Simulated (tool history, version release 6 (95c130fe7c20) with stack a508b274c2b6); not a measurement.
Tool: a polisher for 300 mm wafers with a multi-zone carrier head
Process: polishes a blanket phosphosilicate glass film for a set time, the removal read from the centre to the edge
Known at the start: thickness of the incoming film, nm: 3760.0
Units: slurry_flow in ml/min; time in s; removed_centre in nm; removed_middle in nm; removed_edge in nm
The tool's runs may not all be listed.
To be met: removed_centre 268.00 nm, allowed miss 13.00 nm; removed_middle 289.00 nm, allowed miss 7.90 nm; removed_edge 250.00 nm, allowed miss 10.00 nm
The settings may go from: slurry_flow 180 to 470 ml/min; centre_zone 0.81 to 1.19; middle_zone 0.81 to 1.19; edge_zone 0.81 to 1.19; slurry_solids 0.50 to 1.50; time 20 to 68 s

run,hour,slurry_flow,centre_zone,middle_zone,edge_zone,slurry_solids,time,removed_centre,removed_middle,removed_edge
1,0.0,300,1.00,1.00,1.00,1.00,44,428.04,416.66,421.45
2,3.4,360,1.00,1.00,1.00,1.00,44,434.88,419.92,418.97
3,7.4,360,1.00,0.97,1.00,1.00,44,427.49,404.28,417.86
4,9.7,360,1.00,0.97,1.00,1.15,44,459.50,437.48,450.08
5,13.4,370,0.98,1.00,0.95,0.95,41,371.04,379.68,376.60
6,20.3,370,0.98,1.00,0.95,1.10,41,410.82,404.94,404.40
7,25.0,385,1.07,1.07,0.85,0.85,34,329.31,316.30,279.17
8,26.4,385,1.04,1.07,0.84,0.80,34,299.83,301.34,272.50
9,31.9,385,1.04,1.09,0.83,0.75,34,298.62,295.55,252.72
10,38.2,380,1.01,1.09,0.83,0.75,34,290.37,297.23,257.90

Which of these 4 next moves meets every target?
A,44.5,285,0.99,1.11,0.85,0.70,35,?,?,?
B,44.5,370,1.05,1.03,0.81,0.80,33,?,?,?
C,44.5,430,0.90,1.00,0.87,0.95,31,?,?,?
D,44.5,395,0.92,0.94,0.88,0.85,33,?,?,?

move,removed_centre,removed_middle,removed_edge
A,268.67,290.45,247.03
B,297.89,284.25,251.47
C,266.30,289.46,270.35
D,271.13,273.89,271.43
A: meets every target
B: further off than the last run
C: brings the result that was furthest off to its target, and leaves another outside
D: brings the result that was furthest off to its target, and leaves another outside
Answer: A

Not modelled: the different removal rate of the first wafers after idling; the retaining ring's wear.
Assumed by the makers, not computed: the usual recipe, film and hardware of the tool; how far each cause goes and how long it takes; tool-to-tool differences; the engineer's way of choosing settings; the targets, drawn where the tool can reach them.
